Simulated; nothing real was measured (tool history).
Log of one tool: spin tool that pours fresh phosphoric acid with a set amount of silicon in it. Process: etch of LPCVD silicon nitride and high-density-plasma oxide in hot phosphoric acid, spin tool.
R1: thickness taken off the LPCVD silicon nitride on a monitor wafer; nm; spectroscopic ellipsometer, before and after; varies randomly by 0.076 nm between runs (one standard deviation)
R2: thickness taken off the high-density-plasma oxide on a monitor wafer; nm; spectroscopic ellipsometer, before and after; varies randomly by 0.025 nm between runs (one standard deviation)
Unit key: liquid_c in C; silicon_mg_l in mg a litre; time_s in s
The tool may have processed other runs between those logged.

Run 1, day 0: liquid_c 159 C, silicon_mg_l 12 mg a litre, time_s 180 s. Result: R1 16.963 nm, R2 0.50013 nm.
Run 2, day 0.308: liquid_c 159.5 C, silicon_mg_l 14 mg a litre, time_s 185 s. Result: R1 17.717 nm, R2 0.53948 nm.
Run 3, day 0.421: liquid_c 161 C, silicon_mg_l 14 mg a litre, time_s 185 s. Result: R1 18.415 nm, R2 0.54337 nm.
Run 4, day 0.462: liquid_c 161 C, silicon_mg_l 9.5 mg a litre, time_s 185 s. Result: R1 18.624 nm, R2 0.66194 nm.
Run 5, day 0.808: liquid_c 160 C, silicon_mg_l 9.5 mg a litre, time_s 185 s. Result: R1 17.911 nm, R2 0.59091 nm.
Run 6, day 1.062: liquid_c 160 C, silicon_mg_l 9.5 mg a litre, time_s 155 s. Result: R1 15.033 nm, R2 0.50971 nm.
Run 7, day 1.1: liquid_c 160.5 C, silicon_mg_l 12 mg a litre, time_s 165 s. Result: R1 16.191 nm, R2 0.46044 nm.
Run 8, day 1.392: liquid_c 161 C, silicon_mg_l 13 mg a litre, time_s 170 s. Result: R1 17.178 nm, R2 0.58781 nm.
Run 9, day 1.75: liquid_c 161 C, silicon_mg_l 15 mg a litre, time_s 175 s. Result: R1 17.564 nm, R2 0.48849 nm.
Run 10, day 2.092: liquid_c 161.5 C, silicon_mg_l 16 mg a litre, time_s 180 s. Result: R1 18.292 nm, R2 0.59055 nm.
Run 11, day 2.242: liquid_c 161.5 C, silicon_mg_l 17.5 mg a litre, time_s 185 s. Result: R1 18.755 nm, R2 0.50818 nm.

Estimate the outcome of run 12 from the log above:
Run 12, day 2.308: liquid_c 162 C, silicon_mg_l 18.5 mg a litre, time_s 190 s. Result: R1 ?, R2 ?.

Run 12 measured R1 19.64 nm, R2 0.58301 nm.

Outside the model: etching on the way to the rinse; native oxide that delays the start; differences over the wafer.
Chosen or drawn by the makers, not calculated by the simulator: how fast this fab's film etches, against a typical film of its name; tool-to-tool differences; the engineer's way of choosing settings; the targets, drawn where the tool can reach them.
